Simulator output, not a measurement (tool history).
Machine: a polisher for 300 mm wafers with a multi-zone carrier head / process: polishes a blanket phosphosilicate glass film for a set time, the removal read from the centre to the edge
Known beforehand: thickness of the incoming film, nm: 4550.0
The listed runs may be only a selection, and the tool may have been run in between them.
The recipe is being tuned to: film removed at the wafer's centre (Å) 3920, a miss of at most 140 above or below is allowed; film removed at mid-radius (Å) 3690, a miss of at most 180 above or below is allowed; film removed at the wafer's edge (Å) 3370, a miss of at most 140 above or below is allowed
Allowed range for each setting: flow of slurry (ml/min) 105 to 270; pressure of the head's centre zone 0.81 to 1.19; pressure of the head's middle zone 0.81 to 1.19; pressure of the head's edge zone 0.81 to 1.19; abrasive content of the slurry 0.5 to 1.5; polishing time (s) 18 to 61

run	hour	flow of slurry (ml/min)	pressure of the head's centre zone	pressure of the head's middle zone	pressure of the head's edge zone	abrasive content of the slurry	polishing time (s)	film removed at the wafer's centre (Å)	film removed at mid-radius (Å)	film removed at the wafer's edge (Å)
1	0	175	1	1	1	1	39	3958.9	3993.4	4088.1
2	4.4	170	1.03	1.01	0.95	0.95	39	4051.2	3876.4	3886.1
3	9	165	1.03	1.03	0.91	0.9	39	3988.6	3807.5	3667.5
4	11.2	165	1.03	0.98	0.91	0.9	39	3897.6	3697.4	3739.1
5	16.6	165	0.95	0.98	0.91	0.9	39	3595	3675.1	3682.5
6	21.3	170	0.98	1	0.89	0.85	39	3637.5	3698.9	3609.7
7	25.7	195	1.08	1.04	0.81	0.7	38	3661.8	3411.8	3067.7
8	28.2	200	1.08	1.05	0.84	0.7	38	3586.6	3394.4	3127.9

5 candidate next runs follow, results not yet known. Just one meets every target within its allowed miss. Identify it.
A	30.7	215	1.01	0.93	0.98	0.6	40	?	?	?
B	30.7	230	1.16	0.93	0.88	0.6	41	?	?	?
C	30.7	255	1.05	1.01	0.81	0.8	38	?	?	?
D	30.7	175	1.01	1.19	0.95	0.9	34	?	?	?
E	30.7	230	1.11	1.12	0.81	0.6	40	?	?	?

move	film removed at the wafer's centre (Å)	film removed at mid-radius (Å)	film removed at the wafer's edge (Å)
A	3309.2	2967.5	3249.7
B	3934.4	3064.1	3187
C	3863.9	3561.2	3315.6
D	3338.7	3698	3246.8
E	3676.8	3500.2	2989.1
A: lands further from the targets than the last run did
B: brings the result that was furthest off to its target, and leaves another outside
C: every result within its allowed miss
D: lands further from the targets than the last run did
E: lands further from the targets than the last run did
The move that meets every target is C.

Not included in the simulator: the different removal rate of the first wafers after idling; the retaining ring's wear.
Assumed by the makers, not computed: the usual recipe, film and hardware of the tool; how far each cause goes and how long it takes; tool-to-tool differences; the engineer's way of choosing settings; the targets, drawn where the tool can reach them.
